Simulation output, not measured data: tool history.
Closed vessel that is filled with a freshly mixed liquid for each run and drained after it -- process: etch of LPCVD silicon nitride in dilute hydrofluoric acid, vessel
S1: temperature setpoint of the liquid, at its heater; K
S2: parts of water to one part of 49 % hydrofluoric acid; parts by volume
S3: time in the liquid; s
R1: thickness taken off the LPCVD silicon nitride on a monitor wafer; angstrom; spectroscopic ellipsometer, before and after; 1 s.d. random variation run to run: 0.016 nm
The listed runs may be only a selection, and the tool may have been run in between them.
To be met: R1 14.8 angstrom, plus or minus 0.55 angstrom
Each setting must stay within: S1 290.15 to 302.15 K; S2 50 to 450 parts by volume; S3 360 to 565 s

{"run": 1, "day": 0.0, "S1": 294.15, "S2": 250, "S3": 565, "R1": 8.7433}
{"run": 2, "day": 0.321, "S1": 296.15, "S2": 245, "S3": 565, "R1": 10.077}
{"run": 3, "day": 0.417, "S1": 296.15, "S2": 245, "S3": 360, "R1": 6.3353}
{"run": 4, "day": 0.783, "S1": 296.15, "S2": 195, "S3": 390, "R1": 8.5712}
{"run": 5, "day": 0.833, "S1": 296.15, "S2": 195, "S3": 360, "R1": 7.9155}
{"run": 6, "day": 1.183, "S1": 293.65, "S2": 195, "S3": 360, "R1": 6.8231}
{"run": 7, "day": 1.396, "S1": 295.65, "S2": 155, "S3": 370, "R1": 9.9181}
{"run": 8, "day": 1.583, "S1": 297.15, "S2": 150, "S3": 370, "R1": 11.378}
{"run": 9, "day": 1.65, "S1": 298.15, "S2": 150, "S3": 370, "R1": 12.38}

Consider the 4 candidate settings below. Which is the only one whose results all fall within their allowed miss of target?
{"run": "A", "day": 1.717, "S1": 298.15, "S2": 205, "S3": 550, "R1": "?"}
{"run": "B", "day": 1.717, "S1": 297.65, "S2": 230, "S3": 475, "R1": "?"}
{"run": "C", "day": 1.717, "S1": 298.15, "S2": 145, "S3": 445, "R1": "?"}
{"run": "D", "day": 1.717, "S1": 296.65, "S2": 155, "S3": 375, "R1": "?"}

move=A R1=13.069
move=B R1=9.7573
move=C R1=14.919
move=D R1=10.685
A: closer than the last run, but not yet in spec
B: misses by more than the last run did
C: every result within its allowed miss
D: misses by more than the last run did
Correct choice: C, which meets every target

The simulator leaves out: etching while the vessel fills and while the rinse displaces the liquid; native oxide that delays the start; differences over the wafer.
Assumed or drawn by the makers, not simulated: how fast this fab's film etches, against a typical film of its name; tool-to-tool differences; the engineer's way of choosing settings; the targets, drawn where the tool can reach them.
